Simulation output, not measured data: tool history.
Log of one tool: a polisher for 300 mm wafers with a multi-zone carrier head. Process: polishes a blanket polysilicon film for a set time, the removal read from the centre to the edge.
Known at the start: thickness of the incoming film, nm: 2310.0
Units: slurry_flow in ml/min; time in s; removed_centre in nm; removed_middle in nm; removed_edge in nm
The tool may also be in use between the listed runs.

Run 1, hour 0: slurry_flow 170 ml/min, centre_zone 1, middle_zone 1, edge_zone 1, time 33 s. Result: removed_centre 224.32 nm, removed_middle 220.87 nm, removed_edge 220.96 nm.
Run 2, hour 7.2: slurry_flow 170 ml/min, centre_zone 1, middle_zone 0.93, edge_zone 1, time 33 s. Result: removed_centre 227.62 nm, removed_middle 206.49 nm, removed_edge 226.14 nm.
Run 3, hour 13.5: slurry_flow 170 ml/min, centre_zone 1, middle_zone 0.93, edge_zone 1, time 40 s. Result: removed_centre 272.91 nm, removed_middle 256.93 nm, removed_edge 273.48 nm.
Run 4, hour 22.3: slurry_flow 170 ml/min, centre_zone 0.97, middle_zone 0.93, edge_zone 1, time 40 s. Result: removed_centre 265.19 nm, removed_middle 256.85 nm, removed_edge 275.87 nm.
Run 5, hour 28.6: slurry_flow 165 ml/min, centre_zone 0.98, middle_zone 0.94, edge_zone 0.95, time 36 s. Result: removed_centre 240.88 nm, removed_middle 233.54 nm, removed_edge 240.87 nm.
Run 6, hour 36.7: slurry_flow 165 ml/min, centre_zone 0.98, middle_zone 0.94, edge_zone 0.9, time 36 s. Result: removed_centre 238.79 nm, removed_middle 226.75 nm, removed_edge 234.5 nm.
Run 7, hour 45.2: slurry_flow 160 ml/min, centre_zone 0.99, middle_zone 0.95, edge_zone 0.88, time 34 s. Result: removed_centre 226.69 nm, removed_middle 217.14 nm, removed_edge 213.43 nm.

The next listed run, before its measurement:
Run 8, hour 47.2: slurry_flow 150 ml/min, centre_zone 0.99, middle_zone 0.93, edge_zone 0.86, time 33 s. Result: removed_centre ?, removed_middle ?, removed_edge ?.

{"run 8": {"removed_centre": 221.06, "removed_middle": 211.16, "removed_edge": 210.64}}

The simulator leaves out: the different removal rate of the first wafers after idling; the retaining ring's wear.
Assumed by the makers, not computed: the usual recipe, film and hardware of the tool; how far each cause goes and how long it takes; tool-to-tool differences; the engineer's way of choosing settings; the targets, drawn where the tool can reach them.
